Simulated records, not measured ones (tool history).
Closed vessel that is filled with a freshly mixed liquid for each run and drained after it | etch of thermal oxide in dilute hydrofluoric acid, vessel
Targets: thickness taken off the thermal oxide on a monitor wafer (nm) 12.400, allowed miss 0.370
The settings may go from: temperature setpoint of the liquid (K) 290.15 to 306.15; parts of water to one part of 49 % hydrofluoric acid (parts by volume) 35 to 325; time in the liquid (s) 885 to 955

run  hour  temperature setpoint of the liquid (K)  parts of water to one part of 49 % hydrofluoric acid (parts by volume)  time in the liquid (s)  thickness taken off the thermal oxide on a monitor wafer (nm)
  1   0.0                                  298.15                                                                     180                     885                                                         19.059
  2   7.0                                  296.65                                                                     185                     885                                                         17.114
  3  13.4                                  296.65                                                                     135                     885                                                         25.378
  4  18.4                                  296.65                                                                      80                     885                                                         44.297
  5  26.3                                  296.65                                                                      55                     885                                                         66.879
  6  28.1                                  295.15                                                                      80                     885                                                         42.278
  7  31.1                                  294.15                                                                     100                     885                                                         31.562
  8  40.2                                  290.15                                                                     170                     885                                                         14.695
  9  42.4                                  290.15                                                                     175                     885                                                         14.351
 10  50.8                                  290.15                                                                     180                     885                                                         13.904
 11  54.1                                  290.15                                                                     185                     885                                                         13.541
 12  61.1                                  290.15                                                                     190                     885                                                         12.843

Which of these 5 next moves meets every target?
  A  68.1                                  290.15                                                                     210                     885                                                              ?
  B  68.1                                  290.15                                                                     215                     915                                                              ?
  C  68.1                                  290.15                                                                     200                     900                                                              ?
  D  68.1                                  290.65                                                                     210                     890                                                              ?
  E  68.1                                  290.15                                                                     190                     895                                                              ?

move  thickness taken off the thermal oxide on a monitor wafer (nm)
   A                                                         11.483
   B                                                         11.547
   C                                                         12.368
   D                                                         11.785
   E                                                         13.060
A: takes the result that was furthest off past its target
B: takes the result that was furthest off past its target
C: meets every target
D: takes the result that was furthest off past its target
E: further off than the last run
Answer: C
